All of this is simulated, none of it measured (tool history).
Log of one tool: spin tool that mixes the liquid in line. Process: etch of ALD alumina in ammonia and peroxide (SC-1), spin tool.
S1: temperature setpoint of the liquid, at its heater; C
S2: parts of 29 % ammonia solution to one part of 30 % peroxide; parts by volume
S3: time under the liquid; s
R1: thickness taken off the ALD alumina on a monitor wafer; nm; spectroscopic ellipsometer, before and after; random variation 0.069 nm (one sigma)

run,hour,S1,S2,S3,R1
1,0.0,51.0,0.45,300,26.891
2,1.2,51.0,0.40,300,26.050
3,9.5,51.0,0.30,300,25.558
4,16.5,51.0,0.20,300,24.676
5,17.2,54.0,0.20,300,28.662
6,23.8,54.0,0.30,300,30.073
7,29.4,52.0,0.30,300,27.086
8,37.0,50.5,0.30,300,24.974
9,40.4,50.5,0.30,300,25.139

The next listed run, before its measurement:
10,46.2,42.5,0.30,300,?

Run 10 gave R1 15.904 nm.
